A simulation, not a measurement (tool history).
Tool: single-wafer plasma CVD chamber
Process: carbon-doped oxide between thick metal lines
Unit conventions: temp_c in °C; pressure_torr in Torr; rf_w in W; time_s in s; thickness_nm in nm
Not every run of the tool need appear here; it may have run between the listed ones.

| run | day | temp_c | pressure_torr | rf_w | time_s | thickness_nm |
|---|---|---|---|---|---|---|
| 1 | 0.000 | 330 | 5.69 | 565 | 154 | 906.29 |
| 2 | 0.233 | 333 | 5.31 | 535 | 153 | 866.54 |
| 3 | 0.292 | 335 | 5.16 | 505 | 152 | 822.51 |
| 4 | 0.625 | 335 | 5.16 | 550 | 152 | 863.72 |
| 5 | 0.862 | 337 | 4.95 | 525 | 152 | 825.43 |
| 6 | 0.946 | 337 | 4.95 | 525 | 147 | 798.36 |

Run 7 has not been measured yet. What should we expect?
| 7 | 1.008 | 340 | 4.82 | 525 | 147 | ? |

{"run 7": {"thickness_nm": 792.35}}

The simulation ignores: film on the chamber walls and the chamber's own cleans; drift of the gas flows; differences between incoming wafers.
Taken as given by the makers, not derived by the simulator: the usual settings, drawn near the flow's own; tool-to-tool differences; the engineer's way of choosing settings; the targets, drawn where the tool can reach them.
